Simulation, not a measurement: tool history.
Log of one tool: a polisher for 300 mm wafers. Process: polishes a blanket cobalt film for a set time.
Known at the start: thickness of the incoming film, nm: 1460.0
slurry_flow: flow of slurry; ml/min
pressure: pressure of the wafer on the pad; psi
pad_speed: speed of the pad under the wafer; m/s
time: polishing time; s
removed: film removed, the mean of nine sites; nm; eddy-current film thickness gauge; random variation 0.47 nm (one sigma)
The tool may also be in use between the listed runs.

{"run": 1, "day": 0.0, "slurry_flow": 250, "pressure": 1.9, "pad_speed": 1.18, "time": 20, "removed": 99.158}
{"run": 2, "day": 0.025, "slurry_flow": 250, "pressure": 1.9, "pad_speed": 1.18, "time": 18, "removed": 87.995}
{"run": 3, "day": 0.383, "slurry_flow": 250, "pressure": 2.2, "pad_speed": 1.18, "time": 18, "removed": 97.51}
{"run": 4, "day": 0.629, "slurry_flow": 245, "pressure": 1.9, "pad_speed": 1.18, "time": 18, "removed": 89.402}
{"run": 5, "day": 0.912, "slurry_flow": 300, "pressure": 1.9, "pad_speed": 1.18, "time": 18, "removed": 91.392}
{"run": 6, "day": 0.975, "slurry_flow": 260, "pressure": 1.9, "pad_speed": 1.18, "time": 18, "removed": 88.674}
{"run": 7, "day": 1.058, "slurry_flow": 255, "pressure": 1.7, "pad_speed": 1.18, "time": 18, "removed": 83.829}
{"run": 8, "day": 1.312, "slurry_flow": 255, "pressure": 1.5, "pad_speed": 1.18, "time": 18, "removed": 78.913}
{"run": 9, "day": 1.479, "slurry_flow": 255, "pressure": 1.3, "pad_speed": 1.18, "time": 18, "removed": 72.205}

The next listed run, before its measurement:
{"run": 10, "day": 1.8, "slurry_flow": 255, "pressure": 1.2, "pad_speed": 1.18, "time": 18, "removed": "?"}

{"run 10": {"removed": 70.085}}
